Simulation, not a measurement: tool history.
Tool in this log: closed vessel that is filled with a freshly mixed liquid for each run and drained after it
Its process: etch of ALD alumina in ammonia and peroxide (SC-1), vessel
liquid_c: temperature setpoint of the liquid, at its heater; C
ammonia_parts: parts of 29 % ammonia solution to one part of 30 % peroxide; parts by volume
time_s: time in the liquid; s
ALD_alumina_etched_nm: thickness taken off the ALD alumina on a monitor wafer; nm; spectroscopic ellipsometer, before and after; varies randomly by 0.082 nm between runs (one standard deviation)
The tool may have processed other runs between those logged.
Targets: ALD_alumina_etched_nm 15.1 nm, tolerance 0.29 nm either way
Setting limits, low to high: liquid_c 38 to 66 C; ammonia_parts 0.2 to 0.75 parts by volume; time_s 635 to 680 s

{"run": 1, "hour": 0.0, "liquid_c": 50, "ammonia_parts": 0.45, "time_s": 635, "ALD_alumina_etched_nm": 26.537}
{"run": 2, "hour": 4.1, "liquid_c": 50, "ammonia_parts": 0.45, "time_s": 635, "ALD_alumina_etched_nm": 26.526}
{"run": 3, "hour": 7.7, "liquid_c": 56, "ammonia_parts": 0.45, "time_s": 635, "ALD_alumina_etched_nm": 37.087}
{"run": 4, "hour": 16.8, "liquid_c": 56, "ammonia_parts": 0.45, "time_s": 635, "ALD_alumina_etched_nm": 36.778}
{"run": 5, "hour": 20.5, "liquid_c": 61, "ammonia_parts": 0.45, "time_s": 635, "ALD_alumina_etched_nm": 47.88}
{"run": 6, "hour": 27.4, "liquid_c": 61, "ammonia_parts": 0.45, "time_s": 680, "ALD_alumina_etched_nm": 51.701}
{"run": 7, "hour": 34.2, "liquid_c": 55, "ammonia_parts": 0.4, "time_s": 675, "ALD_alumina_etched_nm": 36.633}
{"run": 8, "hour": 38.0, "liquid_c": 51, "ammonia_parts": 0.4, "time_s": 675, "ALD_alumina_etched_nm": 29.589}
{"run": 9, "hour": 41.5, "liquid_c": 43, "ammonia_parts": 0.4, "time_s": 675, "ALD_alumina_etched_nm": 18.608}
{"run": 10, "hour": 42.5, "liquid_c": 42, "ammonia_parts": 0.4, "time_s": 675, "ALD_alumina_etched_nm": 17.474}
{"run": 11, "hour": 51.9, "liquid_c": 41.5, "ammonia_parts": 0.4, "time_s": 675, "ALD_alumina_etched_nm": 17.035}
{"run": 12, "hour": 57.8, "liquid_c": 41, "ammonia_parts": 0.4, "time_s": 675, "ALD_alumina_etched_nm": 16.625}
{"hour": 63.7, "done": "thermometer replaced"}
{"run": 13, "hour": 63.7, "liquid_c": 40.5, "ammonia_parts": 0.4, "time_s": 675, "ALD_alumina_etched_nm": 18.016}
{"run": 14, "hour": 68.0, "liquid_c": 38, "ammonia_parts": 0.3, "time_s": 655, "ALD_alumina_etched_nm": 14.626}

Exercise: of the 5 proposed moves below, exactly one satisfies all targets within the stated allowed misses. Which move is it?
{"run": "A", "hour": 72.3, "liquid_c": 38, "ammonia_parts": 0.45, "time_s": 680, "ALD_alumina_etched_nm": "?"}
{"run": "B", "hour": 72.3, "liquid_c": 38, "ammonia_parts": 0.3, "time_s": 670, "ALD_alumina_etched_nm": "?"}
{"run": "C", "hour": 72.3, "liquid_c": 38, "ammonia_parts": 0.4, "time_s": 635, "ALD_alumina_etched_nm": "?"}
{"run": "D", "hour": 72.3, "liquid_c": 38, "ammonia_parts": 0.25, "time_s": 645, "ALD_alumina_etched_nm": "?"}
{"run": "E", "hour": 72.3, "liquid_c": 39.5, "ammonia_parts": 0.35, "time_s": 635, "ALD_alumina_etched_nm": "?"}

move=A ALD_alumina_etched_nm=15.913
move=B ALD_alumina_etched_nm=15.081
move=C ALD_alumina_etched_nm=14.693
move=D ALD_alumina_etched_nm=14.266
move=E ALD_alumina_etched_nm=15.862
A: takes the biggest miss from the last run beyond its target
B: meets every target
C: moves toward the targets from the last run without getting all of them in spec
D: the biggest miss grows against the last run
E: takes the biggest miss from the last run beyond its target
So the answer is move B, the one that meets all the targets.
